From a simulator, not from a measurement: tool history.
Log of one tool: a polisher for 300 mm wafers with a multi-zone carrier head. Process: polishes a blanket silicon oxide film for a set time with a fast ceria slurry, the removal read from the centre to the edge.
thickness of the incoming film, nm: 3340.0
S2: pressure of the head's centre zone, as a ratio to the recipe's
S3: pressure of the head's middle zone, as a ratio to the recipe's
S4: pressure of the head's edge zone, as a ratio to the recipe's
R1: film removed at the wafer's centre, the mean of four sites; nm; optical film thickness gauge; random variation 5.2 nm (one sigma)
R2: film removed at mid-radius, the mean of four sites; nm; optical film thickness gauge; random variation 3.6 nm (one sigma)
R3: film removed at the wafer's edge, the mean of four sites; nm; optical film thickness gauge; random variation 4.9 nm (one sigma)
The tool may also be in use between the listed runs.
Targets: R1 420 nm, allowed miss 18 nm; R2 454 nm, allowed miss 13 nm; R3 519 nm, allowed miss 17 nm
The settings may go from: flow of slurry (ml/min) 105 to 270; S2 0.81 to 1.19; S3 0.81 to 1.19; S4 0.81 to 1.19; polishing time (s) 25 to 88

Run 1, day 0: flow of slurry (ml/min) 175, S2 1, S3 1, S4 1, polishing time (s) 56. Result: R1 504.06 nm, R2 542.36 nm, R3 554.58 nm.
Run 2, day 0.212: flow of slurry (ml/min) 140, S2 1, S3 1, S4 1, polishing time (s) 56. Result: R1 492.07 nm, R2 520.05 nm, R3 527.45 nm.
Run 3, day 0.258: flow of slurry (ml/min) 135, S2 0.96, S3 0.96, S4 1.02, polishing time (s) 56. Result: R1 465.02 nm, R2 495.09 nm, R3 532.31 nm.
Run 4, day 0.462: flow of slurry (ml/min) 130, S2 0.94, S3 0.94, S4 1.02, polishing time (s) 56. Result: R1 453.75 nm, R2 486.44 nm, R3 524.73 nm.
Run 5, day 0.717: flow of slurry (ml/min) 125, S2 0.92, S3 0.92, S4 1.03, polishing time (s) 56. Result: R1 435.12 nm, R2 477.06 nm, R3 528.45 nm.
Run 6, day 1.058: flow of slurry (ml/min) 125, S2 0.92, S3 0.92, S4 1.03, polishing time (s) 49. Result: R1 367.69 nm, R2 415.71 nm, R3 460.54 nm.
Run 7, day 1.388: flow of slurry (ml/min) 150, S2 0.94, S3 0.92, S4 1.05, polishing time (s) 49. Result: R1 415.04 nm, R2 434.43 nm, R3 476.72 nm.
Run 8, day 1.488: flow of slurry (ml/min) 155, S2 0.89, S3 0.93, S4 1.15, polishing time (s) 50. Result: R1 393.26 nm, R2 453.63 nm, R3 509 nm.

Which of these 5 next moves meets every target?
Run A, day 1.588: flow of slurry (ml/min) 175, S2 1, S3 0.94, S4 1.16, polishing time (s) 46. Result: R1 ?, R2 ?, R3 ?.
Run B, day 1.588: flow of slurry (ml/min) 165, S2 0.84, S3 0.93, S4 1.15, polishing time (s) 50. Result: R1 ?, R2 ?, R3 ?.
Run C, day 1.588: flow of slurry (ml/min) 150, S2 0.85, S3 0.95, S4 1.15, polishing time (s) 51. Result: R1 ?, R2 ?, R3 ?.
Run D, day 1.588: flow of slurry (ml/min) 180, S2 1.08, S3 1.04, S4 1.1, polishing time (s) 46. Result: R1 ?, R2 ?, R3 ?.
Run E, day 1.588: flow of slurry (ml/min) 180, S2 0.93, S3 0.91, S4 1.15, polishing time (s) 50. Result: R1 ?, R2 ?, R3 ?.

move      R1      R2      R3
   A  422.01  425.15  487.65
   B  380.03  454.19  523.55
   C  383.83  460.89  526.48
   D  458.85  457.79  475.77
   E  428.67  454.61  529.78
A: brings the result that was furthest off to its target, and leaves another outside
B: further off than the last run
C: further off than the last run
D: takes the result that was furthest off past its target
E: meets every target
Answer: E
